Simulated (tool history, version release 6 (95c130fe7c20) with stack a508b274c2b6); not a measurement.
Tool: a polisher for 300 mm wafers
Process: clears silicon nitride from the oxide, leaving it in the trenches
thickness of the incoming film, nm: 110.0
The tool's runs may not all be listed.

run,hour,flow of slurry (ml/min),pressure of the wafer on the pad (psi),speed of the pad under the wafer (m/s),overpolish time after the end point (s),time until the end point was called (s)
1,0,295,2.9,0.86,35,134.28
2,5.7,295,2.9,0.94,35,124.17
3,12.5,330,2.9,0.94,35,121.13
4,14.4,325,2.6,0.94,35,135.32
5,21.8,325,2.2,0.94,35,156.24
6,24.5,360,2.2,0.94,35,153.29

The next listed run, before its measurement:
7,26.7,355,2.1,0.94,35,?

{"run 7": {"time until the end point was called (s)": 158.31}}
